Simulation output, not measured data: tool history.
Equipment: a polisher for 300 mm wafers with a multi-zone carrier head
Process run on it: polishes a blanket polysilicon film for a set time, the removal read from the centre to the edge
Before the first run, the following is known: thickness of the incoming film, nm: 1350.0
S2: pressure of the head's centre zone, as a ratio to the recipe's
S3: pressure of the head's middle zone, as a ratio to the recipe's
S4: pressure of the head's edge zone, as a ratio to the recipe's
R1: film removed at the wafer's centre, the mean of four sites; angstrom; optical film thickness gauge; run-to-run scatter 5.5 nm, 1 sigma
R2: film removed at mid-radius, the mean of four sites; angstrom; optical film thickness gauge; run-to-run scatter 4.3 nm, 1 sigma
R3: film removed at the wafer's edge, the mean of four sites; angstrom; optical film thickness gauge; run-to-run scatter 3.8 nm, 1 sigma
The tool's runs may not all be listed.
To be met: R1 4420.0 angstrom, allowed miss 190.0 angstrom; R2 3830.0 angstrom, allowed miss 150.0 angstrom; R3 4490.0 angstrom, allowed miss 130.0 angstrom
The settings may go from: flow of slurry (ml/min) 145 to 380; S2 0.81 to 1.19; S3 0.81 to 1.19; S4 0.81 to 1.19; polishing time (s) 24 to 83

{"run": 1, "hour": 0.0, "flow of slurry (ml/min)": 245, "S2": 1.0, "S3": 1.0, "S4": 1.0, "polishing time (s)": 53, "R1": 5693.2, "R2": 5765.4, "R3": 5679.6}
{"run": 2, "hour": 4.5, "flow of slurry (ml/min)": 245, "S2": 1.0, "S3": 1.0, "S4": 1.05, "polishing time (s)": 53, "R1": 5595.0, "R2": 5829.8, "R3": 5918.5}
{"run": 3, "hour": 6.0, "flow of slurry (ml/min)": 270, "S2": 1.0, "S3": 1.0, "S4": 1.05, "polishing time (s)": 53, "R1": 5755.2, "R2": 5856.2, "R3": 5857.2}
{"run": 4, "hour": 9.9, "flow of slurry (ml/min)": 270, "S2": 0.93, "S3": 1.0, "S4": 1.05, "polishing time (s)": 53, "R1": 5309.0, "R2": 5841.2, "R3": 5930.1}
{"run": 5, "hour": 16.3, "flow of slurry (ml/min)": 270, "S2": 0.93, "S3": 1.0, "S4": 0.97, "polishing time (s)": 53, "R1": 5281.9, "R2": 5894.8, "R3": 5569.7}
{"run": 6, "hour": 23.0, "flow of slurry (ml/min)": 270, "S2": 0.93, "S3": 0.96, "S4": 0.97, "polishing time (s)": 53, "R1": 5398.5, "R2": 5638.9, "R3": 5670.3}
{"run": 7, "hour": 31.6, "flow of slurry (ml/min)": 260, "S2": 0.93, "S3": 0.91, "S4": 0.95, "polishing time (s)": 49, "R1": 4859.7, "R2": 5081.7, "R3": 5131.7}
{"run": 8, "hour": 34.1, "flow of slurry (ml/min)": 250, "S2": 0.97, "S3": 0.88, "S4": 0.99, "polishing time (s)": 46, "R1": 4845.4, "R2": 4482.7, "R3": 4911.0}
{"run": 9, "hour": 42.7, "flow of slurry (ml/min)": 240, "S2": 0.97, "S3": 0.86, "S4": 0.99, "polishing time (s)": 45, "R1": 4676.8, "R2": 4350.9, "R3": 4845.7}
{"run": 10, "hour": 43.6, "flow of slurry (ml/min)": 235, "S2": 0.98, "S3": 0.84, "S4": 0.99, "polishing time (s)": 44, "R1": 4559.1, "R2": 4267.2, "R3": 4715.4}
{"run": 11, "hour": 48.5, "flow of slurry (ml/min)": 240, "S2": 0.99, "S3": 0.83, "S4": 1.01, "polishing time (s)": 43, "R1": 4473.6, "R2": 4127.5, "R3": 4672.3}

5 candidate next runs follow, results not yet known. Just one meets every target within its allowed miss. Identify it.
{"run": "A", "hour": 53.4, "flow of slurry (ml/min)": 240, "S2": 0.88, "S3": 0.85, "S4": 1.04, "polishing time (s)": 43, "R1": "?", "R2": "?", "R3": "?"}
{"run": "B", "hour": 53.4, "flow of slurry (ml/min)": 320, "S2": 1.04, "S3": 0.86, "S4": 1.12, "polishing time (s)": 39, "R1": "?", "R2": "?", "R3": "?"}
{"run": "C", "hour": 53.4, "flow of slurry (ml/min)": 225, "S2": 0.91, "S3": 0.84, "S4": 1.07, "polishing time (s)": 41, "R1": "?", "R2": "?", "R3": "?"}
{"run": "D", "hour": 53.4, "flow of slurry (ml/min)": 240, "S2": 1.05, "S3": 0.85, "S4": 0.87, "polishing time (s)": 44, "R1": "?", "R2": "?", "R3": "?"}
{"run": "E", "hour": 53.4, "flow of slurry (ml/min)": 260, "S2": 0.92, "S3": 0.86, "S4": 1.11, "polishing time (s)": 39, "R1": "?", "R2": "?", "R3": "?"}

move=A R1=4079.4 R2=4157.7 R3=4711.6
move=B R1=4500.4 R2=3897.0 R3=4517.7
move=C R1=3995.8 R2=3902.9 R3=4536.1
move=D R1=4987.6 R2=4251.6 R3=4432.1
move=E R1=3901.3 R2=3832.4 R3=4438.5
A: misses by more than the last run did
B: every result within its allowed miss
C: puts the biggest miss on target and leaves a different result outside tolerance
D: misses by more than the last run did
E: puts the biggest miss on target and leaves a different result outside tolerance
So the answer is move B, the one that meets all the targets.
